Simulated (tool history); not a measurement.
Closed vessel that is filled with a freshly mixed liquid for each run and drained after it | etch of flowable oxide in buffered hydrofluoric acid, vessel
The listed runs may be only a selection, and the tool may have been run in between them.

| run | hour | temperature setpoint of the liquid (°C) | parts of 40 % ammonium fluoride to one part of 49 % hydrofluoric acid (parts by volume) | time in the liquid (s) | thickness taken off the flowable oxide on a monitor wafer (Å) |
|---|---|---|---|---|---|
| 1 | 0 | 23 | 18 | 30 | 561.34 |
| 2 | 4.8 | 23 | 16 | 30 | 617.22 |
| 3 | 12.4 | 25 | 14.5 | 30 | 768.87 |
| 4 | 15 | 25 | 14.5 | 30 | 759.61 |
| 5 | 20.4 | 25 | 14.5 | 30 | 763.18 |
| 6 | 25.6 | 22 | 14.5 | 30 | 648.36 |
| 7 | 26.9 | 24 | 13.5 | 30 | 789.17 |
| 8 | 29.8 | 25.5 | 13 | 30 | 872.54 |
| 9 | 38.1 | 27 | 12.5 | 30 | 983.17 |
| 10 | 40.3 | 28 | 12.5 | 30 | 1046.2 |
| 11 | 47 | 28.5 | 12.5 | 30 | 1075 |

Estimate the outcome of run 12 from the log above:
| 12 | 51.5 | 28.5 | 12.5 | 30 | ? |

thickness taken off the flowable oxide on a monitor wafer (Å): 1074.1

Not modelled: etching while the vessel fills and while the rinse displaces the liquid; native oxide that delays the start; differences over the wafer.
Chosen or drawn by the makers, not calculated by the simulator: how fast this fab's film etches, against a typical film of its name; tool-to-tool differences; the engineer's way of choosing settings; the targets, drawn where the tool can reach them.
